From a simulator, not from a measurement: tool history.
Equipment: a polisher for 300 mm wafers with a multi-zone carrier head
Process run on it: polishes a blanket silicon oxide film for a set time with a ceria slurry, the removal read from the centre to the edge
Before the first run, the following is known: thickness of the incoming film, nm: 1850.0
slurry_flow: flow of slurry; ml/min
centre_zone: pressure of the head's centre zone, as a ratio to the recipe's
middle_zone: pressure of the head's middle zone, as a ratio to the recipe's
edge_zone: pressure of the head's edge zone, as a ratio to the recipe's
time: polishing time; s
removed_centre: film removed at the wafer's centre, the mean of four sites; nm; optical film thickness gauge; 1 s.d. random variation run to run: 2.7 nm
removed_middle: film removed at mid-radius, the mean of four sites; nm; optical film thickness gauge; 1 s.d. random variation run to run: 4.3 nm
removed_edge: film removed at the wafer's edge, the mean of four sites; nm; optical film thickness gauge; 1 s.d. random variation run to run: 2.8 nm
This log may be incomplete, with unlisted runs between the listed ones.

run 1 hour=0.0 | slurry_flow=175 centre_zone=1.00 middle_zone=1.00 edge_zone=1.00 time=45 | removed_centre=295.44 removed_middle=281.91 removed_edge=285.48
run 2 hour=1.0 | slurry_flow=175 centre_zone=1.00 middle_zone=1.00 edge_zone=0.92 time=45 | removed_centre=294.64 removed_middle=286.67 removed_edge=275.77
run 3 hour=3.2 | slurry_flow=180 centre_zone=1.01 middle_zone=1.00 edge_zone=0.94 time=45 | removed_centre=297.97 removed_middle=290.91 removed_edge=282.77
run 4 hour=10.6 | slurry_flow=180 centre_zone=1.01 middle_zone=1.00 edge_zone=1.01 time=45 | removed_centre=299.95 removed_middle=290.13 removed_edge=289.74
run 5 hour=16.5 | slurry_flow=180 centre_zone=1.05 middle_zone=1.00 edge_zone=1.01 time=45 | removed_centre=310.97 removed_middle=286.85 removed_edge=290.19
run 6 hour=25.3 | slurry_flow=185 centre_zone=1.06 middle_zone=1.00 edge_zone=1.02 time=45 | removed_centre=317.70 removed_middle=290.79 removed_edge=289.33
run 7 hour=32.2 | slurry_flow=190 centre_zone=1.06 middle_zone=1.00 edge_zone=1.04 time=45 | removed_centre=318.90 removed_middle=294.55 removed_edge=300.00
run 8 hour=33.2 | slurry_flow=200 centre_zone=1.07 middle_zone=1.00 edge_zone=1.04 time=45 | removed_centre=319.08 removed_middle=294.73 removed_edge=301.00
run 9 hour=37.3 | slurry_flow=205 centre_zone=1.08 middle_zone=1.00 edge_zone=1.05 time=45 | removed_centre=322.78 removed_middle=298.26 removed_edge=300.59
run 10 hour=38.5 | slurry_flow=210 centre_zone=1.09 middle_zone=1.00 edge_zone=1.06 time=45 | removed_centre=335.77 removed_middle=301.72 removed_edge=302.21

Run 11 is up next; what results do you expect?
run 11 hour=44.8 | slurry_flow=210 centre_zone=1.09 middle_zone=1.00 edge_zone=1.06 time=45 | removed_centre=? removed_middle=? removed_edge=?

{"run 11": {"removed_centre": 332.72, "removed_middle": 292.51, "removed_edge": 299.8}}

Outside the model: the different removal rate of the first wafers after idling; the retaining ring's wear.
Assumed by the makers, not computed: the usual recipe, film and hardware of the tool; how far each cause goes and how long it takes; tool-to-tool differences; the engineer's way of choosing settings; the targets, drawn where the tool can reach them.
